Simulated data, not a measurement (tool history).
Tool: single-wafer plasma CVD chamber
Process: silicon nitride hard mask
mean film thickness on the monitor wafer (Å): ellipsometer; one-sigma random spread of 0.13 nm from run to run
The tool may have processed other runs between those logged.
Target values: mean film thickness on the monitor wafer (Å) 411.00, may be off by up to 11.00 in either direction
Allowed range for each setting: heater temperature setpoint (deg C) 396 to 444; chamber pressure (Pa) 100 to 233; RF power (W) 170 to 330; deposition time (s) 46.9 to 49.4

run  hour  heater temperature setpoint (deg C)  chamber pressure (Pa)  RF power (W)  deposition time (s)  mean film thickness on the monitor wafer (Å)
  1   0.0                                  420                    167           250                 49.4                                        505.45
  2   3.9                                  420                    163           245                 49.3                                        493.52
  3  12.1                                  420                    163           245                 46.9                                        470.78
  4  20.1                                  420                    159           245                 46.9                                        469.90
  5  26.9                                  420                    155           245                 46.9                                        465.59
  6  35.9                                  420                    151           245                 46.9                                        461.76
  7  42.8                                  420                    147           245                 46.9                                        455.13
  8  51.2                                  420                    144           245                 46.9                                        452.39
  9  58.3                                  420                    141           245                 46.9                                        450.38
 10  60.0                                  420                    139           245                 46.9                                        447.92

Consider the 4 candidate settings below. Which is the only one whose results all fall within their allowed miss of target?
  A  61.7                                  427                    113           220                 49.4                                             ?
  B  61.7                                  425                    105           240                 46.9                                             ?
  C  61.7                                  425                    152           255                 49.4                                             ?
  D  61.7                                  433                    107           220                 47.4                                             ?

move  mean film thickness on the monitor wafer (Å)
   A                                        407.21
   B                                        397.06
   C                                        497.49
   D                                        380.51
A: hits every target within its allowed miss
B: takes the result that was furthest off past its target
C: moves away from the targets compared with the last run
D: takes the result that was furthest off past its target
A is the move that brings every result within its allowed miss.
